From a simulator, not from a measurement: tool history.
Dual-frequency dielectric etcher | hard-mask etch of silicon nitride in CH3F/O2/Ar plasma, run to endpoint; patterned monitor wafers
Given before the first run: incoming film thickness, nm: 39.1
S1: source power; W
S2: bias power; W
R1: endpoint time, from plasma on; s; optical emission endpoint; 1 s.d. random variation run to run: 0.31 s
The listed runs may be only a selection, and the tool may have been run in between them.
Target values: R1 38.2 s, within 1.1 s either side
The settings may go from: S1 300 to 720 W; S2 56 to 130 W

run  hour   S1   S2      R1
  1     0  510   93  42.556
  2   8.5  530   95  41.889
  3   9.4  550   97   40.76
  4  14.1  500   97  43.038
  5  20.6  520   98  41.212
  6  25.4  530   99  41.261
  7  28.1  540  100  40.221
  8  32.7  550  100  39.739
  9  34.2  550  100  40.087
 10  38.3  560  100  39.356
 11  45.7  570  101   39.05

Below are 5 possible settings for the next run. Only one of them brings all results inside the allowed miss of their targets. Which is it?
  A  53.1  540  100   ?
  B  53.1  580   92   ?
  C  53.1  590  104   ?
  D  53.1  570   90   ?
  E  53.1  520   97   ?

move      R1
   A  40.661
   B  40.897
   C  38.525
   D  41.588
   E  41.861
A: further off than the last run
B: further off than the last run
C: every result within its allowed miss
D: further off than the last run
E: further off than the last run
Move C is the one to make.
